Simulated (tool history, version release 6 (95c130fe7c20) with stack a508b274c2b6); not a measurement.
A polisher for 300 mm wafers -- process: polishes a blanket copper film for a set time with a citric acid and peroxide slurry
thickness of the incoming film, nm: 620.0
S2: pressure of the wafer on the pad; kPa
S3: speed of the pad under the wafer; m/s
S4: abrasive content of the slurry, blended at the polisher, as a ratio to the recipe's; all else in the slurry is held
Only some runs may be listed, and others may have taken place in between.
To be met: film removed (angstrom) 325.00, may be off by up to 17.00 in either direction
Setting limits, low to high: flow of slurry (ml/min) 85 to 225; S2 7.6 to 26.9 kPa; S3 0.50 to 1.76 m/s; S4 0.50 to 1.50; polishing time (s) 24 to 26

{"run": 1, "day": 0.0, "flow of slurry (ml/min)": 145, "S2": 17.2, "S3": 1.12, "S4": 1.0, "polishing time (s)": 26, "film removed (angstrom)": 427.26}
{"run": 2, "day": 0.183, "flow of slurry (ml/min)": 145, "S2": 15.9, "S3": 1.12, "S4": 1.0, "polishing time (s)": 26, "film removed (angstrom)": 390.0}
{"run": 3, "day": 0.404, "flow of slurry (ml/min)": 145, "S2": 15.2, "S3": 1.12, "S4": 1.0, "polishing time (s)": 26, "film removed (angstrom)": 375.62}
{"run": 4, "day": 0.629, "flow of slurry (ml/min)": 145, "S2": 14.5, "S3": 1.12, "S4": 1.0, "polishing time (s)": 26, "film removed (angstrom)": 365.5}
{"run": 5, "day": 0.717, "flow of slurry (ml/min)": 145, "S2": 17.2, "S3": 1.12, "S4": 1.0, "polishing time (s)": 26, "film removed (angstrom)": 439.63}
{"run": 6, "day": 0.838, "flow of slurry (ml/min)": 145, "S2": 17.2, "S3": 1.12, "S4": 0.85, "polishing time (s)": 26, "film removed (angstrom)": 411.82}
{"run": 7, "day": 0.95, "flow of slurry (ml/min)": 145, "S2": 15.9, "S3": 1.12, "S4": 0.85, "polishing time (s)": 26, "film removed (angstrom)": 386.92}
{"run": 8, "day": 1.033, "flow of slurry (ml/min)": 145, "S2": 15.2, "S3": 1.12, "S4": 0.85, "polishing time (s)": 26, "film removed (angstrom)": 355.43}
{"run": 9, "day": 1.167, "flow of slurry (ml/min)": 145, "S2": 14.5, "S3": 1.12, "S4": 0.85, "polishing time (s)": 26, "film removed (angstrom)": 342.02}

Exactly one of the 4 candidate moves below puts every result within its allowed miss. Which one?
{"run": "A", "day": 1.3, "flow of slurry (ml/min)": 90, "S2": 15.2, "S3": 1.32, "S4": 0.65, "polishing time (s)": 26, "film removed (angstrom)": "?"}
{"run": "B", "day": 1.3, "flow of slurry (ml/min)": 150, "S2": 16.5, "S3": 1.1, "S4": 0.75, "polishing time (s)": 26, "film removed (angstrom)": "?"}
{"run": "C", "day": 1.3, "flow of slurry (ml/min)": 145, "S2": 17.9, "S3": 1.04, "S4": 0.85, "polishing time (s)": 24, "film removed (angstrom)": "?"}
{"run": "D", "day": 1.3, "flow of slurry (ml/min)": 130, "S2": 17.2, "S3": 1.06, "S4": 0.6, "polishing time (s)": 24, "film removed (angstrom)": "?"}

move=A film_removed_(angstrom)=361.05
move=B film_removed_(angstrom)=378.07
move=C film_removed_(angstrom)=363.95
move=D film_removed_(angstrom)=326.04
A: moves away from the targets compared with the last run
B: moves away from the targets compared with the last run
C: moves away from the targets compared with the last run
D: meets every target
Go with D: it meets all targets.
